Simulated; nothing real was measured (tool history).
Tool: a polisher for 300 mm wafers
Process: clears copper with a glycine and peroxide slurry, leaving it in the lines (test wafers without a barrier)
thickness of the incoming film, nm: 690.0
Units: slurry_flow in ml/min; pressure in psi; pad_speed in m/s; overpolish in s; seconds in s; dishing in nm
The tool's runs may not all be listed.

run  hour  slurry_flow  pressure  pad_speed  overpolish  seconds  dishing
  1   0.0          230       2.2       1.26          18   150.32   57.774
  2   8.3          230       2.3       1.28          16   140.95   53.916
  3  17.0          255       2.3       1.28          16   139.74   54.458
  4  24.2          200       2.3       1.28          16   139.88   54.543
  5  33.0          200       2.4       1.28          15   137.86   54.551
  6  37.3          200       2.5       1.30          14   130.61   50.647

Forecast run 7:
  7  40.9          200       2.6       1.30          14        ?        ?

seconds: 128.39 s
dishing: 50.257 nm
